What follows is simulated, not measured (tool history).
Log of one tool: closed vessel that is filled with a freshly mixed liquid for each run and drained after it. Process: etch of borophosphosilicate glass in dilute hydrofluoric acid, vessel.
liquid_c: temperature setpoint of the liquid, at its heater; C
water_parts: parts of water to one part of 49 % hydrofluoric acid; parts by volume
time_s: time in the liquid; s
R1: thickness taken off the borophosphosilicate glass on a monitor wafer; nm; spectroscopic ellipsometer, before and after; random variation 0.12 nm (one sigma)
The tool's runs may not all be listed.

{"run": 1, "hour": 0.0, "liquid_c": 24, "water_parts": 205, "time_s": 55, "R1": 13.836}
{"run": 2, "hour": 3.5, "liquid_c": 25.5, "water_parts": 205, "time_s": 55, "R1": 14.625}
{"run": 3, "hour": 10.6, "liquid_c": 26.5, "water_parts": 195, "time_s": 55, "R1": 15.995}
{"run": 4, "hour": 17.0, "liquid_c": 27.5, "water_parts": 190, "time_s": 55, "R1": 17.072}
{"run": 5, "hour": 21.7, "liquid_c": 28.5, "water_parts": 185, "time_s": 55, "R1": 18.328}
{"run": 6, "hour": 28.8, "liquid_c": 26, "water_parts": 185, "time_s": 55, "R1": 16.924}
{"run": 7, "hour": 31.8, "liquid_c": 26, "water_parts": 185, "time_s": 55, "R1": 16.869}

Run 8 comes next. What will it give?
{"run": 8, "hour": 36.6, "liquid_c": 27, "water_parts": 180, "time_s": 55, "R1": "?"}

{"run 8": {"R1": 18.138}}

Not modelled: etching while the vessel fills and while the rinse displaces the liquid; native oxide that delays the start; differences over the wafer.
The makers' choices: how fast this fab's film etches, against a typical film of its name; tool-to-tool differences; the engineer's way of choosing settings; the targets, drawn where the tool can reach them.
